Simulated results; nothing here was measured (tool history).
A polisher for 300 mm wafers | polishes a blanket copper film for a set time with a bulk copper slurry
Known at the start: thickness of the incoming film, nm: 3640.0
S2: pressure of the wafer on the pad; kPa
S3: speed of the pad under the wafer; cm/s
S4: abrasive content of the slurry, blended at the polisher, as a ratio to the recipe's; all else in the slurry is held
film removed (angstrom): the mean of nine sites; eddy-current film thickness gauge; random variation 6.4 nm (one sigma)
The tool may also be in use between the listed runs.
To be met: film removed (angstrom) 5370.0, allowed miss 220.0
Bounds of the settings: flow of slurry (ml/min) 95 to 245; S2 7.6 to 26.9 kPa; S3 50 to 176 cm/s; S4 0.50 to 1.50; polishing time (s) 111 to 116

Run 1, hour 0.0: flow of slurry (ml/min) 155, S2 17.2 kPa, S3 112 cm/s, S4 1.00, polishing time (s) 111. Result: film removed (angstrom) 7787.1.
Run 2, hour 0.9: flow of slurry (ml/min) 175, S2 17.2 kPa, S3 112 cm/s, S4 1.00, polishing time (s) 111. Result: film removed (angstrom) 8013.8.
Run 3, hour 7.4: flow of slurry (ml/min) 175, S2 17.2 kPa, S3 112 cm/s, S4 1.10, polishing time (s) 111. Result: film removed (angstrom) 8286.3.
Run 4, hour 15.3: flow of slurry (ml/min) 170, S2 16.5 kPa, S3 112 cm/s, S4 1.10, polishing time (s) 111. Result: film removed (angstrom) 7865.8.
Run 5, hour 23.7: flow of slurry (ml/min) 170, S2 16.5 kPa, S3 112 cm/s, S4 1.10, polishing time (s) 116. Result: film removed (angstrom) 8282.3.
Run 6, hour 32.4: flow of slurry (ml/min) 170, S2 16.5 kPa, S3 140 cm/s, S4 1.10, polishing time (s) 116. Result: film removed (angstrom) 10122.0.
Run 7, hour 40.7: flow of slurry (ml/min) 165, S2 15.2 kPa, S3 138 cm/s, S4 1.10, polishing time (s) 116. Result: film removed (angstrom) 9450.6.
Run 8, hour 42.5: flow of slurry (ml/min) 165, S2 10.3 kPa, S3 108 cm/s, S4 1.05, polishing time (s) 115. Result: film removed (angstrom) 5667.5.

Which of these 4 next moves meets every target?
Run A, hour 44.3: flow of slurry (ml/min) 160, S2 9.7 kPa, S3 108 cm/s, S4 0.90, polishing time (s) 116. Result: film removed (angstrom) ?.
Run B, hour 44.3: flow of slurry (ml/min) 180, S2 11.0 kPa, S3 110 cm/s, S4 1.05, polishing time (s) 111. Result: film removed (angstrom) ?.
Run C, hour 44.3: flow of slurry (ml/min) 225, S2 10.3 kPa, S3 92 cm/s, S4 1.10, polishing time (s) 111. Result: film removed (angstrom) ?.
Run D, hour 44.3: flow of slurry (ml/min) 185, S2 10.3 kPa, S3 108 cm/s, S4 1.25, polishing time (s) 116. Result: film removed (angstrom) ?.

move  film removed (angstrom)
   A                   5271.7
   B                   5868.0
   C                   4948.3
   D                   6028.5
A: meets every target
B: further off than the last run
C: takes the result that was furthest off past its target
D: further off than the last run
The right move is A.
